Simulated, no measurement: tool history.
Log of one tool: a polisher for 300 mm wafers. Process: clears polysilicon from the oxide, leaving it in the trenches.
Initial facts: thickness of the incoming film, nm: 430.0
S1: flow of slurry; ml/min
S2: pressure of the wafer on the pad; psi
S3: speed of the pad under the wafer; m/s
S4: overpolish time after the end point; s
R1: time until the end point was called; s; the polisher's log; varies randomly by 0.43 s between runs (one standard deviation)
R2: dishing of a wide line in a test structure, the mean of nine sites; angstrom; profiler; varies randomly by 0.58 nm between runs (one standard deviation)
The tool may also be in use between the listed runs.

{"run": 1, "hour": 0.0, "S1": 240, "S2": 3.5, "S3": 1.06, "S4": 15, "R1": 28.228, "R2": 424.21}
{"run": 2, "hour": 3.7, "S1": 240, "S2": 3.3, "S3": 1.06, "S4": 13, "R1": 30.158, "R2": 417.73}
{"run": 3, "hour": 8.8, "S1": 240, "S2": 2.6, "S3": 1.06, "S4": 13, "R1": 37.633, "R2": 413.95}
{"run": 4, "hour": 9.4, "S1": 240, "S2": 3.4, "S3": 1.06, "S4": 13, "R1": 28.748, "R2": 412.61}
{"run": 5, "hour": 16.9, "S1": 240, "S2": 3.2, "S3": 1.04, "S4": 11, "R1": 30.735, "R2": 410.95}
{"run": 6, "hour": 23.3, "S1": 195, "S2": 3.2, "S3": 1.04, "S4": 11, "R1": 31.429, "R2": 397.82}
{"run": 7, "hour": 31.6, "S1": 185, "S2": 3.1, "S3": 1.04, "S4": 10, "R1": 33.747, "R2": 395.86}
{"run": 8, "hour": 40.3, "S1": 175, "S2": 3, "S3": 1.04, "S4": 9, "R1": 34.38, "R2": 385.96}
{"run": 9, "hour": 41.5, "S1": 170, "S2": 2.9, "S3": 1.06, "S4": 8, "R1": 35.382, "R2": 383.83}
{"run": 10, "hour": 49.0, "S1": 165, "S2": 2.8, "S3": 1.08, "S4": 7, "R1": 35.693, "R2": 375.75}
{"run": 11, "hour": 55.3, "S1": 160, "S2": 2.6, "S3": 1.14, "S4": 6, "R1": 36.094, "R2": 348.11}
{"run": 12, "hour": 57.7, "S1": 155, "S2": 2.4, "S3": 1.2, "S4": 6, "R1": 37.883, "R2": 336.93}
{"run": 13, "hour": 64.8, "S1": 155, "S2": 2.3, "S3": 1.26, "S4": 6, "R1": 37.452, "R2": 357.38}
{"run": 14, "hour": 70.9, "S1": 155, "S2": 2.2, "S3": 1.3, "S4": 6, "R1": 38.525, "R2": 343.26}
{"run": 15, "hour": 79.5, "S1": 155, "S2": 2.1, "S3": 1.38, "S4": 6, "R1": 37.659, "R2": 350.02}

For run 16, what comes out?
{"run": 16, "hour": 83.4, "S1": 155, "S2": 2, "S3": 1.42, "S4": 6, "R1": "?", "R2": "?"}

Logged for run 16: R1 37.862 s, R2 343.06 angstrom.

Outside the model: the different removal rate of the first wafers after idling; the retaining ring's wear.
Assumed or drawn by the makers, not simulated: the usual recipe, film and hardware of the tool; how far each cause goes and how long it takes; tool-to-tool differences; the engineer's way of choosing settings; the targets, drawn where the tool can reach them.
